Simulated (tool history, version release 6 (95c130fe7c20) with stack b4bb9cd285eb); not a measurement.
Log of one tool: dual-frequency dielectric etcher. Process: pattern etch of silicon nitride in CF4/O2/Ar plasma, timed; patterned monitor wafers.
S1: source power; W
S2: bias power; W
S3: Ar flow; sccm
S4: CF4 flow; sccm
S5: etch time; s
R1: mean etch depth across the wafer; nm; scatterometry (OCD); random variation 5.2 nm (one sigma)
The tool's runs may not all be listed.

| run | hour | S1 | S2 | S3 | S4 | S5 | R1 |
|---|---|---|---|---|---|---|---|
| 1 | 0.0 | 660 | 48 | 110 | 100 | 266 | 575.85 |
| 2 | 8.3 | 730 | 48 | 110 | 100 | 266 | 633.65 |
| 3 | 16.6 | 730 | 48 | 110 | 100 | 266 | 625.17 |
| 4 | 23.6 | 730 | 54 | 110 | 100 | 266 | 656.34 |
| 5 | 32.7 | 760 | 54 | 110 | 100 | 266 | 682.37 |
| 6 | 34.9 | 780 | 54 | 110 | 100 | 266 | 698.88 |

The next listed run, before its measurement:
| 7 | 39.5 | 800 | 54 | 110 | 100 | 266 | ? |

{"run 7": {"R1": 730.96}}
